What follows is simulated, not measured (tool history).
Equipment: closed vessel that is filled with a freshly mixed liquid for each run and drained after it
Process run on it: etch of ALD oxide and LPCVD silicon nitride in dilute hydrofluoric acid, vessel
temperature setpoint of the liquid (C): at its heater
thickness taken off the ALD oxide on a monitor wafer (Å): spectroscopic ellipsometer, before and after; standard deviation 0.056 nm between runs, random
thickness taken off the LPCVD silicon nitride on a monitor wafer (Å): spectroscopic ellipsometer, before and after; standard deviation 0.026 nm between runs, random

| run | hour | temperature setpoint of the liquid (C) | parts of water to one part of 49 % hydrofluoric acid (parts by volume) | time in the liquid (s) | thickness taken off the ALD oxide on a monitor wafer (Å) | thickness taken off the LPCVD silicon nitride on a monitor wafer (Å) |
|---|---|---|---|---|---|---|
| 1 | 0.0 | 22.0 | 70 | 60 | 111.090 | 3.8879 |
| 2 | 4.6 | 23.5 | 70 | 60 | 116.810 | 4.6758 |
| 3 | 12.7 | 23.5 | 70 | 80 | 158.540 | 5.4810 |
| 4 | 13.3 | 25.5 | 70 | 80 | 171.390 | 6.2152 |
| 5 | 18.0 | 24.0 | 85 | 80 | 128.500 | 5.1353 |
| 6 | 23.3 | 22.0 | 95 | 80 | 108.620 | 3.7681 |
| 7 | 28.5 | 22.0 | 105 | 80 | 95.151 | 3.8501 |

Predict the results of run 8:
| 8 | 37.3 | 21.5 | 110 | 80 | ? | ? |

thickness taken off the ALD oxide on a monitor wafer (Å): 87.865
thickness taken off the LPCVD silicon nitride on a monitor wafer (Å): 3.3295
